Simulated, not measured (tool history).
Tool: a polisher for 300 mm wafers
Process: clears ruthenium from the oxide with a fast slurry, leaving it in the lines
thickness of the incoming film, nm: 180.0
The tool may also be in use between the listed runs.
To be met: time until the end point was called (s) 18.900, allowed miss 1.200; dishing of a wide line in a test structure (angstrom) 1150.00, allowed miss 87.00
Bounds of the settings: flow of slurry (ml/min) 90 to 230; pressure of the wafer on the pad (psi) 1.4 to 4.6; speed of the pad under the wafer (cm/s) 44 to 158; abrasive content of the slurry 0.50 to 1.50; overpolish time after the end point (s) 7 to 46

run  hour  flow of slurry (ml/min)  pressure of the wafer on the pad (psi)  speed of the pad under the wafer (cm/s)  abrasive content of the slurry  overpolish time after the end point (s)  time until the end point was called (s)  dishing of a wide line in a test structure (angstrom)
  1   0.0                      150                                     3.0                                      100                            1.00                                       24                                   34.420                                                 924.52
  2   8.6                      150                                     3.0                                      114                            1.00                                       24                                   32.393                                                 998.61
  3  11.5                      150                                     3.4                                      114                            1.00                                       22                                   28.946                                                1048.90
  4  19.8                      150                                     3.7                                      118                            1.00                                       19                                   25.225                                                 946.26
  5  27.1                      180                                     3.7                                      118                            1.00                                       19                                   24.401                                                 970.73
  6  33.1                      180                                     3.9                                      120                            1.00                                       19                                   22.481                                                1053.00
  7  38.6                      180                                     4.0                                      120                            1.00                                       19                                   22.034                                                1066.10
  8  41.7                      180                                     4.1                                      120                            1.00                                       19                                   22.075                                                1107.80
  9  49.3                      180                                     4.2                                      122                            1.00                                       18                                   21.354                                                1089.90
 10  54.8                      180                                     4.3                                      122                            1.00                                       18                                   20.647                                                1099.60

Which of these 4 next moves meets every target?
  A  60.3                      210                                     3.9                                      102                            1.05                                       26                                        ?                                                      ?
  B  60.3                      195                                     4.3                                      140                            1.25                                       15                                        ?                                                      ?
  C  60.3                      205                                     4.2                                      114                            1.30                                       18                                        ?                                                      ?
  D  60.3                      175                                     4.2                                      154                            1.10                                       11                                        ?                                                      ?

move  time until the end point was called (s)  dishing of a wide line in a test structure (angstrom)
   A                                   25.057                                                1207.40
   B                                   15.864                                                1139.30
   C                                   18.986                                                1141.30
   D                                   16.136                                                 910.59
A: further off than the last run
B: takes the result that was furthest off past its target
C: meets every target
D: takes the result that was furthest off past its target
Answer: C
